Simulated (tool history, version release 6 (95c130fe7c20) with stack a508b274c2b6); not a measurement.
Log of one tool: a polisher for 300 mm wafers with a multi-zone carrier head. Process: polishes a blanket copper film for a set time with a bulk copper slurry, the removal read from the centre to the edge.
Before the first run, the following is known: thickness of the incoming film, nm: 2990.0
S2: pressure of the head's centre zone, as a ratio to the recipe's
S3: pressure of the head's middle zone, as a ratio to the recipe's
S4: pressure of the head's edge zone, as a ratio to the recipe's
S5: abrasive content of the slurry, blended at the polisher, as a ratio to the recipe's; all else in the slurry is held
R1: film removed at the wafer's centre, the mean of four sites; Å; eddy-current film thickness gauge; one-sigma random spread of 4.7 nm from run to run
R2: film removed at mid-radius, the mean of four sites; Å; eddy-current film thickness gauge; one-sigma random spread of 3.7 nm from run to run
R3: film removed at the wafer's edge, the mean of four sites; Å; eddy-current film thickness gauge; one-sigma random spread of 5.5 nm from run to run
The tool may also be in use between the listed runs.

run 1 day=0 | flow_of_slurry_(ml/min)=150 S2=1 S3=1 S4=1 S5=1 polishing_time_(s)=35 | R1=4884.7 R2=4837.5 R3=4924.3
run 2 day=0.342 | flow_of_slurry_(ml/min)=150 S2=1.05 S3=1 S4=1 S5=1 polishing_time_(s)=35 | R1=5113.6 R2=4841.2 R3=4829.3
run 3 day=0.642 | flow_of_slurry_(ml/min)=140 S2=1 S3=1 S4=0.99 S5=0.95 polishing_time_(s)=35 | R1=4783 R2=4756.6 R3=4756.4
run 4 day=0.838 | flow_of_slurry_(ml/min)=140 S2=1 S3=1 S4=0.99 S5=1.1 polishing_time_(s)=35 | R1=5084 R2=4980.3 R3=4938.2
run 5 day=0.921 | flow_of_slurry_(ml/min)=140 S2=1 S3=0.96 S4=0.99 S5=1.1 polishing_time_(s)=35 | R1=5015.1 R2=4871 R3=4916.2
run 6 day=1.225 | flow_of_slurry_(ml/min)=135 S2=0.96 S3=0.95 S4=0.98 S5=1.05 polishing_time_(s)=35 | R1=4750.7 R2=4599.8 R3=4786
run 7 day=1.567 | flow_of_slurry_(ml/min)=130 S2=0.92 S3=0.97 S4=0.98 S5=1 polishing_time_(s)=35 | R1=4341.2 R2=4704.9 R3=4831.2
run 8 day=1.883 | flow_of_slurry_(ml/min)=105 S2=0.88 S3=0.94 S4=0.92 S5=0.85 polishing_time_(s)=35 | R1=3817.1 R2=4096.9 R3=4233.4
run 9 day=2.071 | flow_of_slurry_(ml/min)=110 S2=0.87 S3=0.94 S4=0.93 S5=0.85 polishing_time_(s)=35 | R1=3865.8 R2=4149.3 R3=4251.2
run 10 day=2.112 | flow_of_slurry_(ml/min)=115 S2=0.86 S3=0.94 S4=0.95 S5=0.85 polishing_time_(s)=35 | R1=3802.5 R2=4252.8 R3=4297.1
run 11 day=2.479 | flow_of_slurry_(ml/min)=115 S2=0.86 S3=0.94 S4=0.97 S5=0.85 polishing_time_(s)=35 | R1=3749.5 R2=4204.6 R3=4344.3

The next listed run, before its measurement:
run 12 day=2.546 | flow_of_slurry_(ml/min)=120 S2=0.86 S3=0.94 S4=0.98 S5=0.85 polishing_time_(s)=35 | R1=? R2=? R3=?

Run 12 measured R1 3842 Å, R2 4276.2 Å, R3 4315.5 Å.
